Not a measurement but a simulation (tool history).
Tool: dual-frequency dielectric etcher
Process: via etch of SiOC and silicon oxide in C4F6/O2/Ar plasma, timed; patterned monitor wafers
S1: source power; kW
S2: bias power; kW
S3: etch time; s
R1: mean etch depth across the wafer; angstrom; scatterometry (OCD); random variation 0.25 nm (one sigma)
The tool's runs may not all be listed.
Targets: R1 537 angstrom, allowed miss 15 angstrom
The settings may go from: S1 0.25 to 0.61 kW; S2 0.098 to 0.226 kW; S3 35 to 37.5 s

{"run": 1, "hour": 0.0, "S1": 0.43, "S2": 0.162, "S3": 37.5, "R1": 502.31}
{"run": 2, "hour": 0.5, "S1": 0.44, "S2": 0.163, "S3": 37.5, "R1": 505.12}
{"run": 3, "hour": 2.3, "S1": 0.45, "S2": 0.164, "S3": 37.5, "R1": 512.84}
{"run": 4, "hour": 7.0, "S1": 0.45, "S2": 0.164, "S3": 35, "R1": 474.15}
{"run": 5, "hour": 14.0, "S1": 0.45, "S2": 0.164, "S3": 35, "R1": 480.03}
{"run": 6, "hour": 17.1, "S1": 0.45, "S2": 0.182, "S3": 35, "R1": 489.78}
{"run": 7, "hour": 22.8, "S1": 0.46, "S2": 0.184, "S3": 35, "R1": 497.03}
{"run": 8, "hour": 26.3, "S1": 0.47, "S2": 0.185, "S3": 35, "R1": 503.94}
{"hour": 29.3, "done": "wet clean of the chamber"}
{"run": 9, "hour": 29.3, "S1": 0.48, "S2": 0.186, "S3": 35, "R1": 483.77}
{"run": 10, "hour": 36.5, "S1": 0.47, "S2": 0.189, "S3": 35.5, "R1": 489.88}

5 next moves are on the table. One of them brings every result within its allowed miss. Which?
{"run": "A", "hour": 43.7, "S1": 0.51, "S2": 0.193, "S3": 37.5, "R1": "?"}
{"run": "B", "hour": 43.7, "S1": 0.42, "S2": 0.177, "S3": 36, "R1": "?"}
{"run": "C", "hour": 43.7, "S1": 0.42, "S2": 0.202, "S3": 37.5, "R1": "?"}
{"run": "D", "hour": 43.7, "S1": 0.48, "S2": 0.19, "S3": 36.5, "R1": "?"}
{"run": "E", "hour": 43.7, "S1": 0.5, "S2": 0.185, "S3": 36, "R1": "?"}

move=A R1=534.32
move=B R1=467.62
move=C R1=510.17
move=D R1=507.16
move=E R1=502.23
A: meets every target
B: further off than the last run
C: nearer than the last run, and not there yet
D: nearer than the last run, and not there yet
E: nearer than the last run, and not there yet
Move A is the one to make.
